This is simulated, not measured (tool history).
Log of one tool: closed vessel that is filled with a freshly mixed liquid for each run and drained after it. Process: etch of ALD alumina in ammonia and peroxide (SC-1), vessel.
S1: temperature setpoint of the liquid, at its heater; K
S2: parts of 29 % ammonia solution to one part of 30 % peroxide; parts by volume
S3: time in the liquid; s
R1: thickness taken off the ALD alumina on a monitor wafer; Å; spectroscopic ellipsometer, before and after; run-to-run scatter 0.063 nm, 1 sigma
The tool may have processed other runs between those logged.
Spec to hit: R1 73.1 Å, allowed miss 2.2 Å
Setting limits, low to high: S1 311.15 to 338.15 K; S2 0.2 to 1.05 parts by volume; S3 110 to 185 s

run 1 day=0 | S1=322.15 S2=0.55 S3=185 | R1=133.24
run 2 day=0.108 | S1=320.15 S2=0.55 S3=185 | R1=118.58
run 3 day=0.321 | S1=320.15 S2=0.4 S3=185 | R1=115.49
run 4 day=0.471 | S1=326.65 S2=0.4 S3=185 | R1=163.09
run 5 day=0.808 | S1=332.15 S2=0.4 S3=185 | R1=218.9
run 6 day=0.838 | S1=328.15 S2=0.4 S3=185 | R1=173.68
run 7 day=1.154 | S1=324.65 S2=0.4 S3=185 | R1=145.53
run 8 day=1.212 | S1=322.15 S2=0.4 S3=185 | R1=128.41
run 9 day=1.279 | S1=320.15 S2=0.4 S3=185 | R1=113.91
run 10 day=1.404 | S1=318.65 S2=0.4 S3=185 | R1=105.32
run 11 day=1.588 | S1=317.15 S2=0.4 S3=185 | R1=97.517
run 12 day=1.692 | S1=316.15 S2=0.4 S3=185 | R1=90.423
run 13 day=1.992 | S1=315.15 S2=0.4 S3=185 | R1=86.872
run 14 day=2.075 | S1=314.65 S2=0.4 S3=185 | R1=83.369

Which one of the following 4 next-run settings gets every result inside its allowed miss? There is exactly one.
run A day=2.158 | S1=318.15 S2=0.2 S3=185 | R1=?
run B day=2.158 | S1=317.65 S2=0.35 S3=185 | R1=?
run C day=2.158 | S1=316.65 S2=0.6 S3=185 | R1=?
run D day=2.158 | S1=314.15 S2=0.4 S3=165 | R1=?

move=A R1=95.789
move=B R1=98.21
move=C R1=97.626
move=D R1=72.443
A: its largest miss is bigger than the last run's
B: its largest miss is bigger than the last run's
C: its largest miss is bigger than the last run's
D: in spec on every target
Correct choice: D, which meets every target
